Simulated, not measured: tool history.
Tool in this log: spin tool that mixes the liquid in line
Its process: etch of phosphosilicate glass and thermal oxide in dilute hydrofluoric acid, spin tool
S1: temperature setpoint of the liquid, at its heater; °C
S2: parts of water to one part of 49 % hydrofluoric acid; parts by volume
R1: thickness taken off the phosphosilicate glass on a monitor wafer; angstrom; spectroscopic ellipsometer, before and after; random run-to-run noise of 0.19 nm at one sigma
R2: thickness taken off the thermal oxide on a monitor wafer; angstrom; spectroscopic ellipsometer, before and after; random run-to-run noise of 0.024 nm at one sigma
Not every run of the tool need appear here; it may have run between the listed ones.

Run 1, hour 0: S1 25 °C, S2 60 parts by volume, time under the liquid (s) 30. Result: R1 468.12 angstrom, R2 25.592 angstrom.
Run 2, hour 1: S1 25 °C, S2 40 parts by volume, time under the liquid (s) 30. Result: R1 730.32 angstrom, R2 39.198 angstrom.
Run 3, hour 6.1: S1 24 °C, S2 45 parts by volume, time under the liquid (s) 30. Result: R1 616.97 angstrom, R2 33.278 angstrom.
Run 4, hour 11.6: S1 23 °C, S2 45 parts by volume, time under the liquid (s) 30. Result: R1 591.85 angstrom, R2 31.798 angstrom.
Run 5, hour 16: S1 22.5 °C, S2 50 parts by volume, time under the liquid (s) 30. Result: R1 523.3 angstrom, R2 27.387 angstrom.
Run 6, hour 16.6: S1 24.5 °C, S2 50 parts by volume, time under the liquid (s) 30. Result: R1 567.11 angstrom, R2 30.484 angstrom.
Run 7, hour 23.1: S1 23.5 °C, S2 50 parts by volume, time under the liquid (s) 30. Result: R1 537.05 angstrom, R2 29.018 angstrom.
Run 8, hour 23.6: S1 22.5 °C, S2 50 parts by volume, time under the liquid (s) 30. Result: R1 518.41 angstrom, R2 27.829 angstrom.

Run 9, settings as shown, results not yet in. Your forecast:
Run 9, hour 26.5: S1 18.5 °C, S2 75 parts by volume, time under the liquid (s) 30. Result: R1 ?, R2 ?.

{"run 9": {"R1": 280.59, "R2": 14.909}}
